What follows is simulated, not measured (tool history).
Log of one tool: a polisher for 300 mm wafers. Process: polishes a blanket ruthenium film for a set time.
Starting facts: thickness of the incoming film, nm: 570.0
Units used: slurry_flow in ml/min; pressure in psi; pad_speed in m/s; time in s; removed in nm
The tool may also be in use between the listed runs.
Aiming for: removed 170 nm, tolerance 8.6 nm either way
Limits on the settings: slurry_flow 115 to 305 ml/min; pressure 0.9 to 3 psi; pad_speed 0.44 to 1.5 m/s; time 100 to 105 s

run 1 hour=0 | slurry_flow=195 pressure=1.9 pad_speed=0.96 time=100 | removed=116.81
run 2 hour=2.3 | slurry_flow=145 pressure=1.9 pad_speed=0.96 time=100 | removed=114.69
run 3 hour=6.5 | slurry_flow=145 pressure=2.1 pad_speed=0.96 time=100 | removed=122.76
run 4 hour=14.9 | slurry_flow=145 pressure=2.4 pad_speed=0.96 time=100 | removed=135.08
run 5 hour=19.8 | slurry_flow=145 pressure=2.4 pad_speed=0.96 time=105 | removed=140.08
run 6 hour=21.4 | slurry_flow=145 pressure=2.5 pad_speed=0.96 time=105 | removed=145.45
run 7 hour=27.5 | slurry_flow=145 pressure=2.6 pad_speed=0.96 time=105 | removed=151.87
run 8 hour=30.5 | slurry_flow=145 pressure=2.7 pad_speed=0.96 time=105 | removed=149.45
run 9 hour=33.9 | slurry_flow=145 pressure=2.8 pad_speed=0.98 time=105 | removed=159.91

Below are 4 possible settings for the next run. Only one of them brings all results inside the allowed miss of their targets. Which is it?
run A hour=37.3 | slurry_flow=175 pressure=2.5 pad_speed=0.98 time=105 | removed=?
run B hour=37.3 | slurry_flow=180 pressure=2.8 pad_speed=1 time=105 | removed=?
run C hour=37.3 | slurry_flow=150 pressure=2.6 pad_speed=1 time=105 | removed=?
run D hour=37.3 | slurry_flow=115 pressure=2.5 pad_speed=1.06 time=100 | removed=?

move=A removed=152.06
move=B removed=169.54
move=C removed=155.69
move=D removed=144.52
A: the biggest miss grows against the last run
B: in spec on every target
C: the biggest miss grows against the last run
D: the biggest miss grows against the last run
B meets every target.

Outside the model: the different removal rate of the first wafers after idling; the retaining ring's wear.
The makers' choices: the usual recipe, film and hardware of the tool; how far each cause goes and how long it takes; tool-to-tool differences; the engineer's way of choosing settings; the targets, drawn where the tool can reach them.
